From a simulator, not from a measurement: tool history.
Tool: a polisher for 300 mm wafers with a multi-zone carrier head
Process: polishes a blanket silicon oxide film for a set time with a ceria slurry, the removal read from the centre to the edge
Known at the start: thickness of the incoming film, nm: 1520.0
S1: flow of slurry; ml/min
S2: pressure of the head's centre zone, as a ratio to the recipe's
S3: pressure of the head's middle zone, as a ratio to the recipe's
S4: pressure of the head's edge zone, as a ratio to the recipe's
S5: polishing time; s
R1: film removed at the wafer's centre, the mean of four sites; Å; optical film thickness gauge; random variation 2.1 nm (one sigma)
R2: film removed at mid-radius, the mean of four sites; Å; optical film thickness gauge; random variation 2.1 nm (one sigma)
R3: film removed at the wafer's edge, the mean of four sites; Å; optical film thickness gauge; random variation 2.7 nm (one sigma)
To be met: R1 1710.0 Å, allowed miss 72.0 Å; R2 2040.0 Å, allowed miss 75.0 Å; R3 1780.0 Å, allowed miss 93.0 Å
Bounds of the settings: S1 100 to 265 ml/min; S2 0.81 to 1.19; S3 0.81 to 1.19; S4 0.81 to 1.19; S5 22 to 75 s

run  hour   S1    S2    S3    S4  S5      R1      R2      R3
  1   0.0  170  1.00  1.00  1.00  48  2092.9  2097.7  2121.3
  2   8.7  165  0.98  1.01  0.98  47  1985.7  2059.6  2066.5
  3  16.0  165  0.98  1.01  0.98  59  2416.3  2608.4  2559.2
  4  22.0  165  0.97  1.02  0.96  56  2341.7  2530.5  2473.0
  5  24.6  165  0.97  0.94  0.96  56  2269.6  2367.5  2407.1
  6  30.9  165  0.96  0.97  0.93  53  2193.9  2200.8  2343.0
  7  35.3  160  0.97  0.98  0.97  51  2119.2  2223.9  2227.4
  8  40.2  125  0.96  1.08  0.92  41  1588.7  1828.4  1683.6
  9  46.4  130  0.96  1.09  0.92  41  1619.4  1849.5  1655.1
 10  55.0  135  0.96  1.10  0.93  41  1615.3  1906.6  1732.7
 11  59.8  140  0.96  1.11  0.93  41  1619.3  1910.5  1742.2
 12  66.2  140  0.97  1.12  0.93  41  1614.4  1913.8  1742.9
 13  72.3  140  0.98  1.13  0.93  41  1650.8  1937.3  1718.6
 14  75.1  145  0.98  1.14  0.93  41  1672.1  1958.4  1740.0

4 next moves are on the table. One of them brings every result within its allowed miss. Which?
  A  77.9  195  0.91  1.09  0.86  42   ?   ?   ?
  B  77.9  170  0.97  0.99  1.03  40   ?   ?   ?
  C  77.9  225  0.94  1.04  1.08  40   ?   ?   ?
  D  77.9  195  0.97  1.13  0.89  38   ?   ?   ?

move      R1      R2      R3
   A  1701.4  2042.3  1785.5
   B  1685.8  1753.2  1805.4
   C  1710.7  1905.1  1899.3
   D  1642.1  1905.1  1636.7
A: meets every target
B: further off than the last run
C: further off than the last run
D: further off than the last run
Answer: A
